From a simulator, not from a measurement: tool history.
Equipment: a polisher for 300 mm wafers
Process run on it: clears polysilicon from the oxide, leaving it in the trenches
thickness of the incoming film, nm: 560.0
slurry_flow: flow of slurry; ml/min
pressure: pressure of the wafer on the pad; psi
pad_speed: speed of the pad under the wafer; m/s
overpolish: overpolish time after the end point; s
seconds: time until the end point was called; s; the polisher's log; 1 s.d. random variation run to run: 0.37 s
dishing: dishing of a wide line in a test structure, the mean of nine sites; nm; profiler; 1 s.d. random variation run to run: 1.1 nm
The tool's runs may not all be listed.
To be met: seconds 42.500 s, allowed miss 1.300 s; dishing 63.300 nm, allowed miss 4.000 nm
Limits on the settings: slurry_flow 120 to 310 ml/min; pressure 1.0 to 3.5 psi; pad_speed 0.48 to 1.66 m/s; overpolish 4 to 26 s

Run 1, hour 0.0: slurry_flow 200 ml/min, pressure 2.2 psi, pad_speed 1.06 m/s, overpolish 13 s. Result: seconds 58.776 s, dishing 55.093 nm.
Run 2, hour 3.3: slurry_flow 200 ml/min, pressure 1.7 psi, pad_speed 1.06 m/s, overpolish 13 s. Result: seconds 73.410 s, dishing 51.440 nm.
Run 3, hour 7.7: slurry_flow 205 ml/min, pressure 2.1 psi, pad_speed 1.06 m/s, overpolish 13 s. Result: seconds 61.081 s, dishing 56.515 nm.
Run 4, hour 14.6: slurry_flow 205 ml/min, pressure 2.3 psi, pad_speed 1.06 m/s, overpolish 13 s. Result: seconds 55.869 s, dishing 55.753 nm.
Run 5, hour 21.7: slurry_flow 205 ml/min, pressure 1.9 psi, pad_speed 1.06 m/s, overpolish 13 s. Result: seconds 65.709 s, dishing 52.235 nm.
Run 6, hour 25.4: slurry_flow 205 ml/min, pressure 1.9 psi, pad_speed 1.06 m/s, overpolish 8 s. Result: seconds 65.937 s, dishing 43.560 nm.
Run 7, hour 28.5: slurry_flow 215 ml/min, pressure 2.2 psi, pad_speed 1.06 m/s, overpolish 10 s. Result: seconds 58.475 s, dishing 50.575 nm.
Run 8, hour 35.7: slurry_flow 215 ml/min, pressure 2.4 psi, pad_speed 1.06 m/s, overpolish 11 s. Result: seconds 53.369 s, dishing 53.832 nm.

Consider the 5 candidate settings below. Which is the only one whose results all fall within their allowed miss of target?
Run A, hour 42.9: slurry_flow 235 ml/min, pressure 2.1 psi, pad_speed 1.04 m/s, overpolish 22 s. Result: seconds ?, dishing ?.
Run B, hour 42.9: slurry_flow 210 ml/min, pressure 2.9 psi, pad_speed 1.20 m/s, overpolish 8 s. Result: seconds ?, dishing ?.
Run C, hour 42.9: slurry_flow 180 ml/min, pressure 2.5 psi, pad_speed 1.32 m/s, overpolish 16 s. Result: seconds ?, dishing ?.
Run D, hour 42.9: slurry_flow 160 ml/min, pressure 2.6 psi, pad_speed 1.40 m/s, overpolish 15 s. Result: seconds ?, dishing ?.
Run E, hour 42.9: slurry_flow 170 ml/min, pressure 2.8 psi, pad_speed 1.12 m/s, overpolish 10 s. Result: seconds ?, dishing ?.

move  seconds  dishing
   A   60.467   63.110
   B   39.947   54.374
   C   42.442   63.409
   D   39.342   63.499
   E   45.334   56.240
A: misses by more than the last run did
B: takes the result that was furthest off past its target
C: hits every target within its allowed miss
D: takes the result that was furthest off past its target
E: an improvement on the last run, though not all results are within tolerance
C meets every target.
